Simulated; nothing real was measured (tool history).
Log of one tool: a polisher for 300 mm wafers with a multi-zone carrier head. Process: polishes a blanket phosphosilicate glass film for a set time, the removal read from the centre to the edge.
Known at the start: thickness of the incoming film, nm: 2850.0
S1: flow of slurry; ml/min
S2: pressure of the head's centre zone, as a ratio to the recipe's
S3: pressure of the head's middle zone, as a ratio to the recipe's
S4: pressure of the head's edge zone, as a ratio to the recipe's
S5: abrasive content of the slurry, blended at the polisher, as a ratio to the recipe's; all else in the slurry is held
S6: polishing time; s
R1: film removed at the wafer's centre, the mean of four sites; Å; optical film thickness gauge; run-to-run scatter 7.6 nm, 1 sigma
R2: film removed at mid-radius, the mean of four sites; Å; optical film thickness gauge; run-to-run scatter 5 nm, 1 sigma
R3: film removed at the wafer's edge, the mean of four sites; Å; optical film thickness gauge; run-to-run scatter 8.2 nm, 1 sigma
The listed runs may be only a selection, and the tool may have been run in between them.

| run | hour | S1 | S2 | S3 | S4 | S5 | S6 | R1 | R2 | R3 |
|---|---|---|---|---|---|---|---|---|---|---|
| 1 | 0 | 180 | 1 | 1 | 1 | 1 | 85 | 9639.5 | 9382.6 | 9432.6 |
| 2 | 6.3 | 180 | 1 | 1 | 1 | 1.2 | 85 | 10354 | 10251 | 10358 |
| 3 | 10.7 | 170 | 1.01 | 0.94 | 1 | 1 | 78 | 8735.7 | 7973.8 | 8494.2 |
| 4 | 13.2 | 160 | 1.01 | 0.9 | 1 | 0.85 | 74 | 7389 | 6628.3 | 7233.7 |
| 5 | 16.2 | 125 | 1.01 | 0.9 | 1 | 0.85 | 74 | 7039.2 | 6395.7 | 7264.2 |
| 6 | 18.5 | 110 | 1.01 | 0.9 | 1 | 0.85 | 74 | 6988.9 | 6210 | 6979.4 |
| 7 | 21.5 | 110 | 1.08 | 0.81 | 0.97 | 0.6 | 69 | 5244.7 | 4131 | 5030.2 |
| 8 | 22.5 | 110 | 1.08 | 0.81 | 0.97 | 0.6 | 69 | 5215.9 | 4027.8 | 4857.8 |
| 9 | 23.9 | 110 | 1.08 | 0.81 | 0.97 | 0.6 | 69 | 5324.6 | 4026.2 | 4780.7 |
| 10 | 29.2 | 130 | 1.08 | 0.82 | 1 | 0.6 | 69 | 5427.9 | 4191.7 | 5097.5 |

What will run 11 give?
| 11 | 31.3 | 145 | 1.08 | 0.83 | 1.01 | 0.6 | 69 | ? | ? | ? |

R1: 5655.3 Å
R2: 4345.5 Å
R3: 5222.2 Å

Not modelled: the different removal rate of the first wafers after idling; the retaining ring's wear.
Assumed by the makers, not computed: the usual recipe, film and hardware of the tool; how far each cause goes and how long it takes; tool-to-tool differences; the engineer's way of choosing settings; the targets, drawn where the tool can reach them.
